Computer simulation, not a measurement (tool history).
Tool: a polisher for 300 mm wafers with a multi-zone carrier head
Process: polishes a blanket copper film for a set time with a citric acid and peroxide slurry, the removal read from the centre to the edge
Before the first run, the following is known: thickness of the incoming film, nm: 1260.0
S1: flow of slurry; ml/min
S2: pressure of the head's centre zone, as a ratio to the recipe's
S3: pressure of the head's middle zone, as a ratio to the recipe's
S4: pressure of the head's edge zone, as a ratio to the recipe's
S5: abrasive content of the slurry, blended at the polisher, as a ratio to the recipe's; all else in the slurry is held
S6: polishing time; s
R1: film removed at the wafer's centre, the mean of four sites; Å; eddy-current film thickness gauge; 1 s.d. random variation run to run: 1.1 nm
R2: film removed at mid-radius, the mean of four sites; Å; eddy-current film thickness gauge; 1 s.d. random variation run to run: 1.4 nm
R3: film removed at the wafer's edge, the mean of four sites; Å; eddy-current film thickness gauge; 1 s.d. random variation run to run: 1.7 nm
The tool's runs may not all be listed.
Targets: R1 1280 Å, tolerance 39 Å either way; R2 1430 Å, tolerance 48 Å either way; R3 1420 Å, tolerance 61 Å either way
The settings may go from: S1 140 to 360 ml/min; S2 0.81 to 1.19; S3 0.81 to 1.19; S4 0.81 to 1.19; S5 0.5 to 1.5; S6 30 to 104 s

run  hour   S1    S2    S3    S4    S5  S6      R1      R2      R3
  1     0  230     1     1     1     1  67    2137  2142.8  2130.5
  2   7.5  230     1     1     1  1.15  67  2223.9  2223.6  2199.7
  3  11.1  225  0.97  0.99  0.98     1  64  2005.8  2049.6  2001.3
  4  16.1  225  0.97  0.99  0.98     1  58  1798.6  1820.6  1805.8
  5  19.4  225  0.97  0.99  0.98     1  74  2306.3  2359.9  2329.3
  6  22.9  225  0.97  0.99  0.98     1  60    1853    1904  1923.6
  7  26.3  220  0.96  0.99  0.96   0.9  58  1735.7    1809  1776.5
  8  33.6  215  0.94  0.97  0.94   0.8  57  1643.9  1701.9  1681.8
  9  41.8  210  0.92  0.96  0.93  0.75  56  1521.3  1642.1  1605.3
 10  50.4  205   0.9  0.94  0.91   0.7  56    1489  1577.1    1551
 11  51.1  200  0.88  0.93   0.9   0.7  56  1467.7  1560.9  1562.5
 12  60.1  195  0.87  0.93  0.89  0.65  56    1408  1541.4  1556.3
 13  62.1  195  0.87  0.93  0.88   0.6  56  1388.2  1535.2    1498
 14  69.5  190  0.86  0.92  0.87   0.6  56  1370.4  1467.2  1468.9
 15  74.1  160  0.81  0.94  0.85  0.55  56  1230.7  1427.7  1406.3

Exercise: of the 4 proposed moves below, exactly one satisfies all targets within the stated allowed misses. Which move is it?
  A  78.7  170  0.81  0.93  0.89  0.55  55   ?   ?   ?
  B  78.7  220  0.82  0.98  0.81   0.5  51   ?   ?   ?
  C  78.7  180  0.82  0.89  0.81   0.5  57   ?   ?   ?
  D  78.7  150  0.88  1.01  0.81  0.55  53   ?   ?   ?

move      R1      R2      R3
   A  1208.1  1426.9  1437.3
   B  1168.7  1400.4  1303.7
   C    1258  1430.1  1423.1
   D  1218.9  1406.3  1310.1
A: the biggest miss grows against the last run
B: the biggest miss grows against the last run
C: each result inside its tolerance
D: the biggest miss grows against the last run
So the answer is move C, the one that meets all the targets.
